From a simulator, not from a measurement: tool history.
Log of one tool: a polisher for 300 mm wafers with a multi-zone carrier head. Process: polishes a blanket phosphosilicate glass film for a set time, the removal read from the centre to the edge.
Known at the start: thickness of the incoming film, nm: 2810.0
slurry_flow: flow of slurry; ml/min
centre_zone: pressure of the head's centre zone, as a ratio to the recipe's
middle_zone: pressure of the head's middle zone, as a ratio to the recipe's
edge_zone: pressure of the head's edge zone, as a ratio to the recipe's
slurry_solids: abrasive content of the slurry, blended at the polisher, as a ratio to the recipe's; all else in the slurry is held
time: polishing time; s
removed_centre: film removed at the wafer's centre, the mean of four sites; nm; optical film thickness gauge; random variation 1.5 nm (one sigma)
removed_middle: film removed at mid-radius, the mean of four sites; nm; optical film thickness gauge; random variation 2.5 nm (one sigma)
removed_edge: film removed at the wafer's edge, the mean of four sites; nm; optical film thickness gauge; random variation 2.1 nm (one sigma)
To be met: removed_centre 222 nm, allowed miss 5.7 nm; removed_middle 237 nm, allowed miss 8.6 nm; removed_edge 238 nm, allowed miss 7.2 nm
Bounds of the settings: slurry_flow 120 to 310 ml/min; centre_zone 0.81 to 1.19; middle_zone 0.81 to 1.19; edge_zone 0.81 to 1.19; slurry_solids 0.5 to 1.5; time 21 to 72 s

Run 1, hour 0: slurry_flow 200 ml/min, centre_zone 1, middle_zone 1, edge_zone 1, slurry_solids 1, time 46 s. Result: removed_centre 321.23 nm, removed_middle 324.69 nm, removed_edge 324.13 nm.
Run 2, hour 9: slurry_flow 245 ml/min, centre_zone 1, middle_zone 1, edge_zone 1, slurry_solids 1, time 46 s. Result: removed_centre 328.55 nm, removed_middle 327.12 nm, removed_edge 325.59 nm.
Run 3, hour 11.3: slurry_flow 245 ml/min, centre_zone 1, middle_zone 1, edge_zone 0.94, slurry_solids 1, time 46 s. Result: removed_centre 327.27 nm, removed_middle 331.79 nm, removed_edge 327.29 nm.
Run 4, hour 19.5: slurry_flow 245 ml/min, centre_zone 1, middle_zone 1, edge_zone 0.89, slurry_solids 1, time 46 s. Result: removed_centre 325.01 nm, removed_middle 329.35 nm, removed_edge 313.38 nm.
Run 5, hour 23.4: slurry_flow 245 ml/min, centre_zone 1.06, middle_zone 1, edge_zone 0.89, slurry_solids 1, time 46 s. Result: removed_centre 347.12 nm, removed_middle 329.3 nm, removed_edge 310.56 nm.
Run 6, hour 24.7: slurry_flow 245 ml/min, centre_zone 1.06, middle_zone 1, edge_zone 0.89, slurry_solids 1, time 42 s. Result: removed_centre 315.3 nm, removed_middle 300.04 nm, removed_edge 283.72 nm.
Run 7, hour 25.7: slurry_flow 240 ml/min, centre_zone 1.04, middle_zone 0.99, edge_zone 0.88, slurry_solids 0.95, time 42 s. Result: removed_centre 304.75 nm, removed_middle 300.26 nm, removed_edge 276.41 nm.
Run 8, hour 34.2: slurry_flow 240 ml/min, centre_zone 1.02, middle_zone 0.97, edge_zone 0.89, slurry_solids 0.9, time 42 s. Result: removed_centre 289.47 nm, removed_middle 277.3 nm, removed_edge 267.38 nm.
Run 9, hour 38.9: slurry_flow 235 ml/min, centre_zone 1, middle_zone 0.96, edge_zone 0.88, slurry_solids 0.9, time 42 s. Result: removed_centre 281.72 nm, removed_middle 277.8 nm, removed_edge 267.17 nm.
Run 10, hour 40.1: slurry_flow 180 ml/min, centre_zone 0.9, middle_zone 0.86, edge_zone 0.82, slurry_solids 0.7, time 42 s. Result: removed_centre 214.69 nm, removed_middle 221.35 nm, removed_edge 221.91 nm.
Run 11, hour 40.7: slurry_flow 185 ml/min, centre_zone 0.9, middle_zone 0.86, edge_zone 0.83, slurry_solids 0.7, time 42 s. Result: removed_centre 216.23 nm, removed_middle 218.48 nm, removed_edge 224.82 nm.
Run 12, hour 42.5: slurry_flow 220 ml/min, centre_zone 0.88, middle_zone 0.94, edge_zone 0.88, slurry_solids 0.75, time 42 s. Result: removed_centre 220.86 nm, removed_middle 247.93 nm, removed_edge 242.74 nm.

Which of these 4 next moves meets every target?
Run A, hour 44.3: slurry_flow 300 ml/min, centre_zone 0.9, middle_zone 0.93, edge_zone 0.92, slurry_solids 0.8, time 38 s. Result: removed_centre ?, removed_middle ?, removed_edge ?.
Run B, hour 44.3: slurry_flow 215 ml/min, centre_zone 0.86, middle_zone 1.01, edge_zone 0.81, slurry_solids 0.8, time 41 s. Result: removed_centre ?, removed_middle ?, removed_edge ?.
Run C, hour 44.3: slurry_flow 245 ml/min, centre_zone 0.82, middle_zone 1.01, edge_zone 0.87, slurry_solids 0.8, time 42 s. Result: removed_centre ?, removed_middle ?, removed_edge ?.
Run D, hour 44.3: slurry_flow 165 ml/min, centre_zone 0.92, middle_zone 0.95, edge_zone 0.83, slurry_solids 0.6, time 47 s. Result: removed_centre ?, removed_middle ?, removed_edge ?.

move  removed_centre  removed_middle  removed_edge
   A          220.66          236.48        237.45
   B          219.83          260.72        236.15
   C          217.69          270.55        252.11
   D          220.15          235.36        225.88
A: meets every target
B: further off than the last run
C: further off than the last run
D: brings the result that was furthest off to its target, and leaves another outside
Move A is the one to make.
